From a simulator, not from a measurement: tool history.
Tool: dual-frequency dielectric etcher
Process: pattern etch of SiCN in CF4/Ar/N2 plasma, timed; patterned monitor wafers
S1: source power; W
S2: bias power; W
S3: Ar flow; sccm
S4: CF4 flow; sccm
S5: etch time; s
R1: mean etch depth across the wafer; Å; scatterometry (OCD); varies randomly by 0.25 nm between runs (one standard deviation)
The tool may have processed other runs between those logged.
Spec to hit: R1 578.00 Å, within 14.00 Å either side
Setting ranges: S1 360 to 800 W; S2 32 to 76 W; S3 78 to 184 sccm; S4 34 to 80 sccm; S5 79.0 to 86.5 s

run,hour,S1,S2,S3,S4,S5,R1
1,0.0,580,54,131,57,86.5,779.67
2,7.2,580,60,131,57,86.5,817.02
3,14.1,520,59,132,57,86.5,744.62
4,21.7,480,58,133,57,86.5,692.29
5,25.0,450,58,133,57,86.5,656.85
6,28.5,430,58,133,57,86.5,635.87
7,29.2,410,58,133,57,86.5,618.13
8,35.6,400,58,133,57,86.5,603.40

Exercise: of the 5 proposed moves below, exactly one satisfies all targets within the stated allowed misses. Which move is it?
A,42.0,380,70,111,58,82.0,?
B,42.0,430,59,155,57,85.5,?
C,42.0,390,55,135,64,85.0,?
D,42.0,420,67,145,54,84.5,?
E,42.0,400,66,111,53,82.5,?

move,R1
A,620.04
B,627.18
C,585.74
D,644.28
E,624.15
A: further off than the last run
B: further off than the last run
C: every result lands within tolerance
D: further off than the last run
E: further off than the last run
C meets every target.
